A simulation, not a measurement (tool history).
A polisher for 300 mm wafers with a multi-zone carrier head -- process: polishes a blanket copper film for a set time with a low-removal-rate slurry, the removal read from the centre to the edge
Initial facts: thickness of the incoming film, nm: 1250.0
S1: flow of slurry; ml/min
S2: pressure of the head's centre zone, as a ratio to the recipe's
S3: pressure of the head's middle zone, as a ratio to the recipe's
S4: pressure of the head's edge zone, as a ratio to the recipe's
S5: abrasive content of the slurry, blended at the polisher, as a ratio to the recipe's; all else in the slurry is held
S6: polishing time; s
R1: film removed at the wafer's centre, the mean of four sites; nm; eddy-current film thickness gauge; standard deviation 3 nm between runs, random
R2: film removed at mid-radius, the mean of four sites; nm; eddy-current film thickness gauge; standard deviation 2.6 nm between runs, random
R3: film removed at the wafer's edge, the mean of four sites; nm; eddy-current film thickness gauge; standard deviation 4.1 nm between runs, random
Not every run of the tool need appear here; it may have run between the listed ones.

run  hour   S1    S2    S3    S4   S5  S6      R1      R2      R3
  1   0.0  275  1.00  1.00  1.00  1.0  62  272.27  291.75  295.12
  2   8.3  275  1.00  0.96  1.00  1.0  62  259.50  286.73  288.11
  3  12.7  220  1.00  0.96  1.00  1.0  62  264.83  281.70  291.22
  4  18.0  220  1.00  1.04  1.00  1.0  62  260.76  295.00  282.51
     22.3  -- centre zone pressure recalibrated
  5  22.3  220  0.92  1.04  1.00  1.0  62  268.46  296.02  289.64
  6  25.3  220  0.92  1.04  1.00  1.0  77  325.92  364.10  362.59
  7  28.5  230  0.90  1.06  1.04  0.9  73  307.63  340.06  336.10

Forecast run 8:
  8  32.0  225  0.88  1.06  1.04  1.0  69   ?   ?   ?

R1: 283.49 nm
R2: 334.80 nm
R3: 337.36 nm
